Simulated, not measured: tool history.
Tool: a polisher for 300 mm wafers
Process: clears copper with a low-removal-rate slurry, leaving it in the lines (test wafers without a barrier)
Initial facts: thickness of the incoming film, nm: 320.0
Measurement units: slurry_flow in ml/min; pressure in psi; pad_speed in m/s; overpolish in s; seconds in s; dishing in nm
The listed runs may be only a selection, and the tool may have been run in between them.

Run 1, hour 0.0: slurry_flow 275 ml/min, pressure 3.9 psi, pad_speed 0.90 m/s, slurry_solids 1.0, overpolish 21 s. Result: seconds 71.660 s, dishing 55.858 nm.
Run 2, hour 2.4: slurry_flow 300 ml/min, pressure 3.9 psi, pad_speed 0.90 m/s, slurry_solids 1.0, overpolish 21 s. Result: seconds 73.300 s, dishing 55.547 nm.
Run 3, hour 6.2: slurry_flow 300 ml/min, pressure 3.8 psi, pad_speed 0.90 m/s, slurry_solids 1.0, overpolish 21 s. Result: seconds 74.832 s, dishing 54.736 nm.
Run 4, hour 6.8: slurry_flow 345 ml/min, pressure 3.8 psi, pad_speed 0.90 m/s, slurry_solids 1.0, overpolish 21 s. Result: seconds 73.386 s, dishing 57.462 nm.
Run 5, hour 13.4: slurry_flow 345 ml/min, pressure 3.8 psi, pad_speed 0.90 m/s, slurry_solids 0.9, overpolish 21 s. Result: seconds 75.371 s, dishing 54.513 nm.
Run 6, hour 22.3: slurry_flow 345 ml/min, pressure 3.7 psi, pad_speed 0.90 m/s, slurry_solids 0.9, overpolish 21 s. Result: seconds 76.504 s, dishing 51.441 nm.

Run 7 is up next; what results do you expect?
Run 7, hour 29.1: slurry_flow 345 ml/min, pressure 3.6 psi, pad_speed 0.90 m/s, slurry_solids 0.9, overpolish 21 s. Result: seconds ?, dishing ?.

seconds: 80.684 s
dishing: 52.894 nm
